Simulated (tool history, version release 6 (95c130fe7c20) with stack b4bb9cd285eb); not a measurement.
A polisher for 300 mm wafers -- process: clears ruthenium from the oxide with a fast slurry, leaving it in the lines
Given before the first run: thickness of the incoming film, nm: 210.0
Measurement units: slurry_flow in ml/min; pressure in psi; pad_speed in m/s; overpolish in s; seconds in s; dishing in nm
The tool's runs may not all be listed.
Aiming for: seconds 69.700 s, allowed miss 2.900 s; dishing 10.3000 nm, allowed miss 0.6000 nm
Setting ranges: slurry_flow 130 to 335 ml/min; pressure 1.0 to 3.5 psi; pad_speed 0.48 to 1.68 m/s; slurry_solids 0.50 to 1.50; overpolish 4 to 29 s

Run 1, day 0.000: slurry_flow 215 ml/min, pressure 2.2 psi, pad_speed 1.08 m/s, slurry_solids 1.00, overpolish 15 s. Result: seconds 63.664 s, dishing 40.3890 nm.
Run 2, day 0.117: slurry_flow 215 ml/min, pressure 2.2 psi, pad_speed 1.34 m/s, slurry_solids 1.00, overpolish 15 s. Result: seconds 50.677 s, dishing 48.3170 nm.
Run 3, day 0.179: slurry_flow 215 ml/min, pressure 2.7 psi, pad_speed 1.34 m/s, slurry_solids 1.00, overpolish 15 s. Result: seconds 44.058 s, dishing 57.2390 nm.
Run 4, day 0.354: slurry_flow 215 ml/min, pressure 2.2 psi, pad_speed 1.34 m/s, slurry_solids 1.00, overpolish 15 s. Result: seconds 51.508 s, dishing 47.7480 nm.
Run 5, day 0.404: slurry_flow 190 ml/min, pressure 2.2 psi, pad_speed 1.34 m/s, slurry_solids 1.00, overpolish 15 s. Result: seconds 52.664 s, dishing 47.4260 nm.
Run 6, day 0.708: slurry_flow 190 ml/min, pressure 2.2 psi, pad_speed 1.34 m/s, slurry_solids 1.00, overpolish 19 s. Result: seconds 51.850 s, dishing 59.4800 nm.
At day 0.817: worn pad replaced by a new one.
Run 7, day 0.817: slurry_flow 205 ml/min, pressure 2.0 psi, pad_speed 1.38 m/s, slurry_solids 0.90, overpolish 16 s. Result: seconds 52.426 s, dishing 51.5990 nm.
Run 8, day 0.917: slurry_flow 190 ml/min, pressure 1.8 psi, pad_speed 1.38 m/s, slurry_solids 1.00, overpolish 14 s. Result: seconds 55.043 s, dishing 42.0260 nm.
Run 9, day 1.196: slurry_flow 180 ml/min, pressure 1.6 psi, pad_speed 1.32 m/s, slurry_solids 1.10, overpolish 12 s. Result: seconds 60.136 s, dishing 33.6720 nm.

Next run, 4 choices. One meets every target within its allowed miss, the rest don't. Which?
Run A, day 1.475: slurry_flow 135 ml/min, pressure 1.2 psi, pad_speed 1.22 m/s, slurry_solids 1.35, overpolish 4 s. Result: seconds ?, dishing ?.
Run B, day 1.475: slurry_flow 170 ml/min, pressure 1.4 psi, pad_speed 1.34 m/s, slurry_solids 1.30, overpolish 4 s. Result: seconds ?, dishing ?.
Run C, day 1.475: slurry_flow 135 ml/min, pressure 1.8 psi, pad_speed 1.08 m/s, slurry_solids 1.20, overpolish 4 s. Result: seconds ?, dishing ?.
Run D, day 1.475: slurry_flow 175 ml/min, pressure 1.3 psi, pad_speed 1.26 m/s, slurry_solids 1.10, overpolish 28 s. Result: seconds ?, dishing ?.

move  seconds  dishing
   A   79.262   9.1821
   B   63.147  11.4680
   C   70.411  10.3110
   D   74.217  60.6570
A: takes the biggest miss from the last run beyond its target
B: better than the last run, though not everything is in spec
C: all results in spec
D: misses by more than the last run did
Answer: C
